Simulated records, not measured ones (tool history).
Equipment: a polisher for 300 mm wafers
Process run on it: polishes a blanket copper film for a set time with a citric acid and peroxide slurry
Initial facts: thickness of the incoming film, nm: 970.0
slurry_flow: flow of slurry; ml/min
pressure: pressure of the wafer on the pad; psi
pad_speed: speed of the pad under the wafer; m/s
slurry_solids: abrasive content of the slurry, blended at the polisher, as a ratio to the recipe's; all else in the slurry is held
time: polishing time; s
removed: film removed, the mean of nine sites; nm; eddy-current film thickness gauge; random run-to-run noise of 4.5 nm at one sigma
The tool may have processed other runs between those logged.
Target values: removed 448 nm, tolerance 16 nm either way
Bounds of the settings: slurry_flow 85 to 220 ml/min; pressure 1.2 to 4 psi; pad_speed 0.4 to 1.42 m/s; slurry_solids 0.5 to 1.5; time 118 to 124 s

| run | day | slurry_flow | pressure | pad_speed | slurry_solids | time | removed |
|---|---|---|---|---|---|---|---|
| 1 | 0 | 140 | 2.6 | 0.9 | 1 | 118 | 240.54 |
| 2 | 0.262 | 140 | 2.6 | 0.9 | 0.9 | 118 | 231.7 |
| 3 | 0.421 | 140 | 3.1 | 0.9 | 0.9 | 118 | 278.15 |
| 4 | 0.788 | 155 | 3.1 | 0.9 | 0.9 | 118 | 287.08 |
| 5 | 1.133 | 155 | 3.1 | 0.9 | 1.1 | 118 | 302.33 |
| 6 | 1.383 | 155 | 3.1 | 0.9 | 0.9 | 118 | 278.78 |
| 7 | 1.588 | 155 | 3.2 | 0.92 | 0.9 | 118 | 298.35 |
| 8 | 1.633 | 155 | 3.3 | 0.94 | 0.9 | 118 | 317.56 |
| 9 | 1.754 | 155 | 3.4 | 0.94 | 0.9 | 118 | 326.34 |
| 10 | 2.046 | 155 | 3.5 | 0.94 | 0.9 | 118 | 332.22 |
| 11 | 2.079 | 160 | 3.6 | 0.94 | 0.9 | 118 | 342.47 |

Next run, 4 choices. One meets every target within its allowed miss, the rest don't. Which?
| A | 2.112 | 135 | 3.9 | 0.88 | 0.7 | 120 | ? |
| B | 2.112 | 175 | 4 | 1.18 | 0.9 | 124 | ? |
| C | 2.112 | 175 | 2.5 | 1.06 | 0.7 | 118 | ? |
| D | 2.112 | 185 | 3.8 | 1.24 | 0.7 | 118 | ? |

| move | removed |
|---|---|
| A | 321.88 |
| B | 516.31 |
| C | 257.09 |
| D | 455.4 |
A: further off than the last run
B: takes the result that was furthest off past its target
C: further off than the last run
D: every result within its allowed miss
So the answer is move D, the one that meets all the targets.
